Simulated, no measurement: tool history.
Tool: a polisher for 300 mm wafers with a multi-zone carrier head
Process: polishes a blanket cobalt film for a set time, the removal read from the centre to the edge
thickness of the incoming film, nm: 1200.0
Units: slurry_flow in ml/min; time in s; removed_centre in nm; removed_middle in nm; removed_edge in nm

Run 1, hour 0.0: slurry_flow 280 ml/min, centre_zone 1.00, middle_zone 1.00, edge_zone 1.00, time 39 s. Result: removed_centre 115.44 nm, removed_middle 114.77 nm, removed_edge 116.73 nm.
Run 2, hour 2.8: slurry_flow 280 ml/min, centre_zone 0.99, middle_zone 1.01, edge_zone 1.01, time 39 s. Result: removed_centre 110.69 nm, removed_middle 114.52 nm, removed_edge 112.36 nm.
Run 3, hour 7.5: slurry_flow 280 ml/min, centre_zone 0.99, middle_zone 1.01, edge_zone 1.01, time 43 s. Result: removed_centre 124.29 nm, removed_middle 128.52 nm, removed_edge 126.77 nm.
Run 4, hour 16.5: slurry_flow 280 ml/min, centre_zone 0.93, middle_zone 1.01, edge_zone 1.01, time 43 s. Result: removed_centre 116.20 nm, removed_middle 128.66 nm, removed_edge 127.99 nm.
Run 5, hour 22.3: slurry_flow 350 ml/min, centre_zone 0.93, middle_zone 1.01, edge_zone 1.01, time 43 s. Result: removed_centre 120.72 nm, removed_middle 130.16 nm, removed_edge 130.08 nm.
Run 6, hour 31.2: slurry_flow 350 ml/min, centre_zone 0.93, middle_zone 1.01, edge_zone 0.93, time 43 s. Result: removed_centre 118.37 nm, removed_middle 132.33 nm, removed_edge 124.28 nm.

Run 7 comes next. What will it give?
Run 7, hour 39.8: slurry_flow 350 ml/min, centre_zone 0.92, middle_zone 1.02, edge_zone 0.94, time 43 s. Result: removed_centre ?, removed_middle ?, removed_edge ?.

{"run 7": {"removed_centre": 118.95, "removed_middle": 132.07, "removed_edge": 124.46}}
